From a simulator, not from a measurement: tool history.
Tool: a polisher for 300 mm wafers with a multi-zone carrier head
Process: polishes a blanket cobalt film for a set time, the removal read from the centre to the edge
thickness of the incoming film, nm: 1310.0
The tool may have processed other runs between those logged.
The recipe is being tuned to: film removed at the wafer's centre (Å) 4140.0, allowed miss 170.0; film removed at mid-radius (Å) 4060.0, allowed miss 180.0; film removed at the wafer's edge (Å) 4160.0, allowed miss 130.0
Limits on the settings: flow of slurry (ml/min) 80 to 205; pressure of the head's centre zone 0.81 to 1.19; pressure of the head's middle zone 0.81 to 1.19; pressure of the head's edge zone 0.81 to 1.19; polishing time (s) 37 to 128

run  hour  flow of slurry (ml/min)  pressure of the head's centre zone  pressure of the head's middle zone  pressure of the head's edge zone  polishing time (s)  film removed at the wafer's centre (Å)  film removed at mid-radius (Å)  film removed at the wafer's edge (Å)
  1   0.0                      135                                1.00                                1.00                              1.00                  82                                  3283.8                          3364.0                                3302.2
  2   1.9                      135                                1.00                                1.00                              1.07                  82                                  3231.8                          3351.5                                3388.5
  3   7.8                      135                                1.00                                1.00                              1.07                  65                                  2602.9                          2672.7                                2711.1
  4  11.7                      135                                1.00                                1.00                              1.01                  65                                  2551.0                          2692.3                                2619.4
  5  18.5                      135                                1.06                                1.00                              1.01                  65                                  2743.8                          2697.5                                2590.7
  6  19.6                      120                                1.06                                1.00                              1.01                  65                                  2579.6                          2534.8                                2584.8
  7  26.3                      120                                1.06                                1.00                              1.02                  68                                  2845.0                          2720.4                                2736.8
  8  29.5                      120                                1.06                                1.01                              1.03                  71                                  2825.3                          2869.1                                2843.9
  9  31.0                      155                                1.16                                0.99                              1.13                  94                                  4529.5                          3983.5                                4113.8
 10  33.7                      155                                1.15                                0.99                              1.13                  94                                  4466.6                          3949.5                                4143.6
 11  34.2                      155                                1.14                                0.99                              1.13                  94                                  4412.7                          3938.3                                4110.0
 12  34.9                      155                                1.13                                0.99                              1.13                  94                                  4386.7                          3855.4                                4116.0
 13  43.4                      155                                1.12                                1.00                              1.13                  94                                  4294.7                          3970.2                                4129.2

4 next moves are on the table. One of them brings every result within its allowed miss. Which?
  A  51.9                      155                                1.19                                0.95                              1.14                  94                                       ?                               ?                                     ?
  B  51.9                      160                                1.08                                1.03                              1.16                  94                                       ?                               ?                                     ?
  C  51.9                      170                                1.17                                0.93                              1.10                  95                                       ?                               ?                                     ?
  D  51.9                      130                                1.06                                0.89                              1.16                  97                                       ?                               ?                                     ?

move  film removed at the wafer's centre (Å)  film removed at mid-radius (Å)  film removed at the wafer's edge (Å)
   A                                  4575.2                          3778.0                                4083.4
   B                                  4193.6                          4052.1                                4133.5
   C                                  4637.3                          3822.6                                4107.9
   D                                  4035.6                          3568.8                                4137.2
A: its largest miss is bigger than the last run's
B: all results in spec
C: its largest miss is bigger than the last run's
D: the worst result of the last run now meets its target, but another is out of spec
The move that meets every target is B.

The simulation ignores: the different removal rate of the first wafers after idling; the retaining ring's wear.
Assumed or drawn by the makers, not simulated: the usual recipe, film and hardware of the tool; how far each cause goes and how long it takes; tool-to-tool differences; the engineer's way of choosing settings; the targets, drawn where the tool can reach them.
